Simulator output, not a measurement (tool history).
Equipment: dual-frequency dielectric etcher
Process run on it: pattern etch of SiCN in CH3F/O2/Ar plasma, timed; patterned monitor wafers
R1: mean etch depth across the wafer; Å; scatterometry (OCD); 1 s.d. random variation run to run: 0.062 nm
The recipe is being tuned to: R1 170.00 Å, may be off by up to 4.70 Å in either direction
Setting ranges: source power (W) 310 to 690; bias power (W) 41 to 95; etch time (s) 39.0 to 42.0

{"run": 1, "hour": 0.0, "source power (W)": 500, "bias power (W)": 68, "etch time (s)": 42.0, "R1": 149.59}
{"run": 2, "hour": 0.5, "source power (W)": 510, "bias power (W)": 69, "etch time (s)": 42.0, "R1": 151.41}
{"run": 3, "hour": 5.3, "source power (W)": 520, "bias power (W)": 70, "etch time (s)": 42.0, "R1": 154.43}
{"run": 4, "hour": 12.0, "source power (W)": 530, "bias power (W)": 70, "etch time (s)": 42.0, "R1": 154.26}
{"run": 5, "hour": 15.7, "source power (W)": 530, "bias power (W)": 70, "etch time (s)": 42.0, "R1": 153.36}
{"run": 6, "hour": 22.7, "source power (W)": 530, "bias power (W)": 70, "etch time (s)": 39.0, "R1": 142.82}
{"run": 7, "hour": 24.9, "source power (W)": 540, "bias power (W)": 72, "etch time (s)": 39.5, "R1": 146.95}
{"run": 8, "hour": 29.7, "source power (W)": 550, "bias power (W)": 74, "etch time (s)": 40.0, "R1": 152.73}

Which single option among these 5 for the next run brings every result within its allowed miss of target? Just one does.
{"run": "A", "hour": 34.5, "source power (W)": 590, "bias power (W)": 75, "etch time (s)": 40.5, "R1": "?"}
{"run": "B", "hour": 34.5, "source power (W)": 640, "bias power (W)": 77, "etch time (s)": 42.0, "R1": "?"}
{"run": "C", "hour": 34.5, "source power (W)": 450, "bias power (W)": 66, "etch time (s)": 40.0, "R1": "?"}
{"run": "D", "hour": 34.5, "source power (W)": 550, "bias power (W)": 79, "etch time (s)": 41.5, "R1": "?"}
{"run": "E", "hour": 34.5, "source power (W)": 570, "bias power (W)": 71, "etch time (s)": 42.0, "R1": "?"}

move=A R1=158.38
move=B R1=170.90
move=C R1=135.36
move=D R1=160.47
move=E R1=159.39
A: an improvement on the last run, though not all results are within tolerance
B: all results land within tolerance of their targets
C: the biggest miss grows against the last run
D: an improvement on the last run, though not all results are within tolerance
E: an improvement on the last run, though not all results are within tolerance
Correct choice: B, which meets every target

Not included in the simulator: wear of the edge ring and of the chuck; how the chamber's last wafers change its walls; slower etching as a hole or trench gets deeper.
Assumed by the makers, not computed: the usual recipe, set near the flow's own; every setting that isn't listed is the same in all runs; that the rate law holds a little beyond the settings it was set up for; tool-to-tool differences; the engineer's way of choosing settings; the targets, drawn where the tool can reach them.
